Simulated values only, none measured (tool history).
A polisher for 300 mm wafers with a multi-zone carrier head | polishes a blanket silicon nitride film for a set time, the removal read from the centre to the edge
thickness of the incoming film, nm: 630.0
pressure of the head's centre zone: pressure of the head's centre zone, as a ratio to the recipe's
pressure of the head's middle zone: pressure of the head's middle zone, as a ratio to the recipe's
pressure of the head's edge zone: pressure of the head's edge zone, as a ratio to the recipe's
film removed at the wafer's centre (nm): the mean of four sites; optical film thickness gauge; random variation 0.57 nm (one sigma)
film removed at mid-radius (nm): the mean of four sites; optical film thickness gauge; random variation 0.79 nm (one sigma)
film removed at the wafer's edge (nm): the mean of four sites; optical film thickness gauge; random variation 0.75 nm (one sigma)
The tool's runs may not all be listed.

| run | hour | flow of slurry (ml/min) | pressure of the head's centre zone | pressure of the head's middle zone | pressure of the head's edge zone | polishing time (s) | film removed at the wafer's centre (nm) | film removed at mid-radius (nm) | film removed at the wafer's edge (nm) |
|---|---|---|---|---|---|---|---|---|---|
| 1 | 0.0 | 160 | 1.00 | 1.00 | 1.00 | 47 | 105.640 | 103.730 | 105.910 |
| 2 | 5.6 | 150 | 0.96 | 0.99 | 0.96 | 46 | 96.710 | 101.310 | 99.691 |
| 3 | 12.4 | 150 | 0.96 | 0.99 | 0.88 | 46 | 98.023 | 99.646 | 97.032 |
| 4 | 17.5 | 150 | 0.96 | 0.99 | 0.88 | 56 | 118.830 | 121.010 | 117.180 |
| 5 | 18.8 | 150 | 0.92 | 0.99 | 0.88 | 56 | 113.030 | 119.770 | 118.360 |
| 6 | 20.7 | 140 | 0.90 | 0.98 | 0.86 | 53 | 102.990 | 110.590 | 110.280 |
| 7 | 29.3 | 135 | 0.89 | 0.98 | 0.85 | 50 | 95.265 | 105.330 | 102.140 |
| 8 | 38.1 | 130 | 0.88 | 0.97 | 0.84 | 48 | 89.968 | 100.220 | 95.435 |

Forecast run 9:
| 9 | 44.6 | 125 | 0.86 | 0.95 | 0.83 | 47 | ? | ? | ? |

{"run 9": {"film removed at the wafer's centre (nm)": 83.67, "film removed at mid-radius (nm)": 95.882, "film removed at the wafer's edge (nm)": 93.731}}
